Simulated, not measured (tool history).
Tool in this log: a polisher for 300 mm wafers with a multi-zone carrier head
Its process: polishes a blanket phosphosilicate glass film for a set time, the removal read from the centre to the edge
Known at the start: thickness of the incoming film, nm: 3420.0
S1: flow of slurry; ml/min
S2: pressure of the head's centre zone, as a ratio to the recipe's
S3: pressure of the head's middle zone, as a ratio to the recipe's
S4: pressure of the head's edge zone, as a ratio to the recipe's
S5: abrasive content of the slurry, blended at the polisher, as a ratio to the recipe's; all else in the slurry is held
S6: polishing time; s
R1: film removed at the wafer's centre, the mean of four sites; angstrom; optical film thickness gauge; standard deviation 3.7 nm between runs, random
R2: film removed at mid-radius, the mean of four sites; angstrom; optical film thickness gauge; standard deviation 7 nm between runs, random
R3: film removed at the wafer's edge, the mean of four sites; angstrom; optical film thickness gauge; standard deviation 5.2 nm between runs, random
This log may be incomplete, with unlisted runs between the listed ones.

Run 1, day 0.000: S1 200 ml/min, S2 1.00, S3 1.00, S4 1.00, S5 1.00, S6 73 s. Result: R1 6146.7 angstrom, R2 6214.6 angstrom, R3 6373.0 angstrom.
Run 2, day 0.229: S1 170 ml/min, S2 1.00, S3 1.00, S4 1.00, S5 1.00, S6 73 s. Result: R1 6159.3 angstrom, R2 6183.2 angstrom, R3 6288.7 angstrom.
Run 3, day 0.500: S1 170 ml/min, S2 1.00, S3 1.00, S4 0.92, S5 1.00, S6 73 s. Result: R1 6095.1 angstrom, R2 6373.0 angstrom, R3 6059.3 angstrom.
Run 4, day 0.638: S1 125 ml/min, S2 1.00, S3 1.00, S4 0.92, S5 1.00, S6 73 s. Result: R1 5686.2 angstrom, R2 5879.0 angstrom, R3 5739.1 angstrom.
Run 5, day 0.917: S1 125 ml/min, S2 1.00, S3 1.00, S4 0.99, S5 1.00, S6 73 s. Result: R1 5803.3 angstrom, R2 6053.8 angstrom, R3 6069.2 angstrom.
Run 6, day 1.275: S1 125 ml/min, S2 1.00, S3 0.94, S4 0.99, S5 1.00, S6 73 s. Result: R1 5691.9 angstrom, R2 5560.3 angstrom, R3 5977.2 angstrom.
Run 7, day 1.538: S1 135 ml/min, S2 0.99, S3 0.97, S4 0.94, S5 0.85, S6 72 s. Result: R1 5093.3 angstrom, R2 5188.5 angstrom, R3 5253.8 angstrom.
Run 8, day 1.792: S1 135 ml/min, S2 0.98, S3 0.99, S4 0.90, S5 0.80, S6 72 s. Result: R1 4850.8 angstrom, R2 5075.8 angstrom, R3 4959.6 angstrom.
Run 9, day 2.042: S1 135 ml/min, S2 0.97, S3 1.01, S4 0.87, S5 0.75, S6 72 s. Result: R1 4597.0 angstrom, R2 4950.2 angstrom, R3 4692.4 angstrom.
Run 10, day 2.308: S1 130 ml/min, S2 0.97, S3 1.02, S4 0.85, S5 0.75, S6 72 s. Result: R1 4578.7 angstrom, R2 4999.2 angstrom, R3 4656.6 angstrom.
Run 11, day 2.462: S1 130 ml/min, S2 0.97, S3 1.03, S4 0.84, S5 0.75, S6 72 s. Result: R1 4586.7 angstrom, R2 5114.1 angstrom, R3 4633.8 angstrom.

Run 12 is up next; what results do you expect?
Run 12, day 2.575: S1 130 ml/min, S2 0.97, S3 1.03, S4 0.83, S5 0.75, S6 72 s. Result: R1 ?, R2 ?, R3 ?.

R1: 4595.4 angstrom
R2: 5001.1 angstrom
R3: 4593.3 angstrom

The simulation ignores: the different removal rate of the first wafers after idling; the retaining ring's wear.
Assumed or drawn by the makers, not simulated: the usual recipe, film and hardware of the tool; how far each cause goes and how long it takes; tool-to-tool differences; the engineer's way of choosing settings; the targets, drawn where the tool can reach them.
